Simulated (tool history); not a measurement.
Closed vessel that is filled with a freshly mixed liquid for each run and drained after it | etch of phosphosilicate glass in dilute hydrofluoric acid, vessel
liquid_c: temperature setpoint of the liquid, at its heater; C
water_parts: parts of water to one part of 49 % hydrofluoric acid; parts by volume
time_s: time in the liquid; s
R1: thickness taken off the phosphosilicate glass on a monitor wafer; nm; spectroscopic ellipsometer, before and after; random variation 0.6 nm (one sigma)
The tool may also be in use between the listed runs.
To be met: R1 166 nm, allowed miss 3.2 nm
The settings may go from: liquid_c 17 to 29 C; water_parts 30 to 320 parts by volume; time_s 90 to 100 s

Run 1, hour 0: liquid_c 21 C, water_parts 175 parts by volume, time_s 90 s. Result: R1 63.887 nm.
Run 2, hour 5.7: liquid_c 22.5 C, water_parts 155 parts by volume, time_s 90 s. Result: R1 78.309 nm.
Run 3, hour 11.2: liquid_c 25 C, water_parts 155 parts by volume, time_s 90 s. Result: R1 85.701 nm.
Run 4, hour 19.1: liquid_c 25 C, water_parts 200 parts by volume, time_s 90 s. Result: R1 63.174 nm.
Run 5, hour 23.6: liquid_c 26 C, water_parts 175 parts by volume, time_s 90 s. Result: R1 77.396 nm.
Run 6, hour 29.7: liquid_c 26 C, water_parts 175 parts by volume, time_s 100 s. Result: R1 85.425 nm.
Run 7, hour 35.8: liquid_c 26.5 C, water_parts 155 parts by volume, time_s 100 s. Result: R1 101.21 nm.
Run 8, hour 41.7: liquid_c 27 C, water_parts 140 parts by volume, time_s 100 s. Result: R1 115.65 nm.
Run 9, hour 45.4: liquid_c 27.5 C, water_parts 130 parts by volume, time_s 100 s. Result: R1 128.41 nm.
Run 10, hour 50.6: liquid_c 28 C, water_parts 125 parts by volume, time_s 100 s. Result: R1 137.9 nm.
Run 11, hour 54.6: liquid_c 28 C, water_parts 120 parts by volume, time_s 100 s. Result: R1 145.04 nm.
Run 12, hour 57.2: liquid_c 28 C, water_parts 115 parts by volume, time_s 100 s. Result: R1 152.11 nm.
Run 13, hour 62.7: liquid_c 29 C, water_parts 105 parts by volume, time_s 100 s. Result: R1 174.68 nm.

Which of these 5 next moves meets every target?
Run A, hour 68.2: liquid_c 29 C, water_parts 100 parts by volume, time_s 100 s. Result: R1 ?.
Run B, hour 68.2: liquid_c 28 C, water_parts 110 parts by volume, time_s 100 s. Result: R1 ?.
Run C, hour 68.2: liquid_c 29 C, water_parts 105 parts by volume, time_s 90 s. Result: R1 ?.
Run D, hour 68.2: liquid_c 27 C, water_parts 95 parts by volume, time_s 100 s. Result: R1 ?.
Run E, hour 68.2: liquid_c 29 C, water_parts 110 parts by volume, time_s 100 s. Result: R1 ?.

move      R1
   A  185.44
   B  160.14
   C  157.86
   D  182.05
   E  166.29
A: further off than the last run
B: takes the result that was furthest off past its target
C: takes the result that was furthest off past its target
D: further off than the last run
E: meets every target
Move E is the one to make.
